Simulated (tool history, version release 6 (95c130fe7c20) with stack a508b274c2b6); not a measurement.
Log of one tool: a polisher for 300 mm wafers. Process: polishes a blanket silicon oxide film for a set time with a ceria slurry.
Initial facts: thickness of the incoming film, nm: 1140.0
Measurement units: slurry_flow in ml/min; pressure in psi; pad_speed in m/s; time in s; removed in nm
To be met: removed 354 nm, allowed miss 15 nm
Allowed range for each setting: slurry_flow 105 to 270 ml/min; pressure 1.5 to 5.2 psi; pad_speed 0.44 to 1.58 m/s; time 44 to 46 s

run 1 hour=0 | slurry_flow=175 pressure=3.3 pad_speed=1 time=44 | removed=232.18
run 2 hour=2.2 | slurry_flow=150 pressure=3.3 pad_speed=1 time=44 | removed=228.69
run 3 hour=3.8 | slurry_flow=150 pressure=3.3 pad_speed=1.2 time=44 | removed=264.21
run 4 hour=8.2 | slurry_flow=150 pressure=3.4 pad_speed=1.2 time=44 | removed=266.26
run 5 hour=10 | slurry_flow=110 pressure=3.4 pad_speed=1.2 time=44 | removed=259.58
run 6 hour=13.3 | slurry_flow=105 pressure=3.4 pad_speed=1.2 time=44 | removed=254.78
run 7 hour=17.6 | slurry_flow=110 pressure=3.5 pad_speed=1.2 time=44 | removed=259.08
run 8 hour=21.8 | slurry_flow=115 pressure=3.6 pad_speed=1.2 time=44 | removed=273.1
run 9 hour=24.2 | slurry_flow=120 pressure=3.7 pad_speed=1.2 time=44 | removed=280.96
-- hour=27.1 head pressure recalibrated
run 10 hour=27.1 | slurry_flow=125 pressure=3.8 pad_speed=1.2 time=44 | removed=311.41
run 11 hour=28.6 | slurry_flow=170 pressure=3.9 pad_speed=1.2 time=44 | removed=332.23

Exactly one of the 5 candidate moves below puts every result within its allowed miss. Which one?
run A hour=30.1 | slurry_flow=160 pressure=4.5 pad_speed=0.94 time=45 | removed=?
run B hour=30.1 | slurry_flow=175 pressure=3.8 pad_speed=1.22 time=44 | removed=?
run C hour=30.1 | slurry_flow=190 pressure=4.2 pad_speed=1.22 time=44 | removed=?
run D hour=30.1 | slurry_flow=145 pressure=3.6 pad_speed=1.24 time=45 | removed=?
run E hour=30.1 | slurry_flow=190 pressure=3.8 pad_speed=1.1 time=44 | removed=?

move=A removed=312.96
move=B removed=327.94
move=C removed=359.58
move=D removed=317.28
move=E removed=305.73
A: its largest miss is bigger than the last run's
B: its largest miss is bigger than the last run's
C: in spec on every target
D: its largest miss is bigger than the last run's
E: its largest miss is bigger than the last run's
Correct choice: C, which meets every target
